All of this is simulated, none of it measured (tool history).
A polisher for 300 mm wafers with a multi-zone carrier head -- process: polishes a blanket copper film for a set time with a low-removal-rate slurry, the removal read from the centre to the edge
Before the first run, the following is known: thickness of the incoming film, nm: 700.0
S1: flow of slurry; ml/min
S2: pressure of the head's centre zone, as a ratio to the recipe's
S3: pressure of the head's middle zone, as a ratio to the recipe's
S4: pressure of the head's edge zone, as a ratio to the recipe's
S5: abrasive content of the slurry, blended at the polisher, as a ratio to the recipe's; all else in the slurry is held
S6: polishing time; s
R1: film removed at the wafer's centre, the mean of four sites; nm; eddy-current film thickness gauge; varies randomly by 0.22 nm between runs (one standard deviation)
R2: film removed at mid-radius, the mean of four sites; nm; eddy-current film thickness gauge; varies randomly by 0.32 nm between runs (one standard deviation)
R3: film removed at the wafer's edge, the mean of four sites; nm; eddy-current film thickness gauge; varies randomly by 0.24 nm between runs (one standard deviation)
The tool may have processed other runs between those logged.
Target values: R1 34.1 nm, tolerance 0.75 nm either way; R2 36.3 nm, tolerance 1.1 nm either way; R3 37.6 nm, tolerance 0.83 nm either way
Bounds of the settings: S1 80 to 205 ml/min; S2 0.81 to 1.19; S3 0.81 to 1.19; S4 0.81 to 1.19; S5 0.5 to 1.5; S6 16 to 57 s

Run 1, day 0: S1 135 ml/min, S2 1, S3 1, S4 1, S5 1, S6 36 s. Result: R1 60.691 nm, R2 62.548 nm, R3 63.174 nm.
Run 2, day 0.188: S1 130 ml/min, S2 0.98, S3 0.98, S4 0.97, S5 0.9, S6 34 s. Result: R1 54.504 nm, R2 55.4 nm, R3 56.813 nm.
Run 3, day 0.421: S1 125 ml/min, S2 0.96, S3 0.97, S4 0.94, S5 0.85, S6 33 s. Result: R1 51.36 nm, R2 52.239 nm, R3 53.751 nm.
Run 4, day 0.525: S1 120 ml/min, S2 0.94, S3 0.97, S4 0.92, S5 0.8, S6 32 s. Result: R1 47.509 nm, R2 50.165 nm, R3 50.395 nm.
Run 5, day 0.829: S1 100 ml/min, S2 0.94, S3 0.97, S4 0.92, S5 0.8, S6 32 s. Result: R1 45.577 nm, R2 48.355 nm, R3 49.645 nm.
Run 6, day 1.083: S1 100 ml/min, S2 0.93, S3 0.96, S4 0.9, S5 0.75, S6 31 s. Result: R1 43.262 nm, R2 45.301 nm, R3 46.689 nm.
Run 7, day 1.179: S1 95 ml/min, S2 0.84, S3 0.92, S4 0.81, S5 0.5, S6 27 s. Result: R1 30.561 nm, R2 34.653 nm, R3 34.822 nm.
Run 8, day 1.492: S1 105 ml/min, S2 0.84, S3 0.91, S4 0.82, S5 0.5, S6 27 s. Result: R1 31.123 nm, R2 34.476 nm, R3 35.847 nm.
Run 9, day 1.85: S1 140 ml/min, S2 0.88, S3 0.94, S4 0.82, S5 0.5, S6 27 s. Result: R1 33.982 nm, R2 37.331 nm, R3 36.89 nm.

Which of these 5 next moves meets every target?
Run A, day 2.208: S1 175 ml/min, S2 0.88, S3 0.98, S4 0.83, S5 0.55, S6 25 s. Result: R1 ?, R2 ?, R3 ?.
Run B, day 2.208: S1 130 ml/min, S2 0.85, S3 0.87, S4 0.81, S5 0.5, S6 28 s. Result: R1 ?, R2 ?, R3 ?.
Run C, day 2.208: S1 145 ml/min, S2 0.88, S3 0.98, S4 0.82, S5 0.5, S6 27 s. Result: R1 ?, R2 ?, R3 ?.
Run D, day 2.208: S1 115 ml/min, S2 0.94, S3 0.98, S4 0.86, S5 0.7, S6 24 s. Result: R1 ?, R2 ?, R3 ?.
Run E, day 2.208: S1 160 ml/min, S2 0.86, S3 0.97, S4 0.83, S5 0.6, S6 25 s. Result: R1 ?, R2 ?, R3 ?.

move      R1      R2      R3
   A   33.78  37.917  35.918
   B  34.031  36.055  37.804
   C  34.623  38.994  37.006
   D  34.349  36.355  35.605
   E  33.261  37.947   36.38
A: the biggest miss grows against the last run
B: each result inside its tolerance
C: the biggest miss grows against the last run
D: meets the target for the result that was furthest off, but another lies outside its allowed miss
E: the biggest miss grows against the last run
Move B is the one to make.

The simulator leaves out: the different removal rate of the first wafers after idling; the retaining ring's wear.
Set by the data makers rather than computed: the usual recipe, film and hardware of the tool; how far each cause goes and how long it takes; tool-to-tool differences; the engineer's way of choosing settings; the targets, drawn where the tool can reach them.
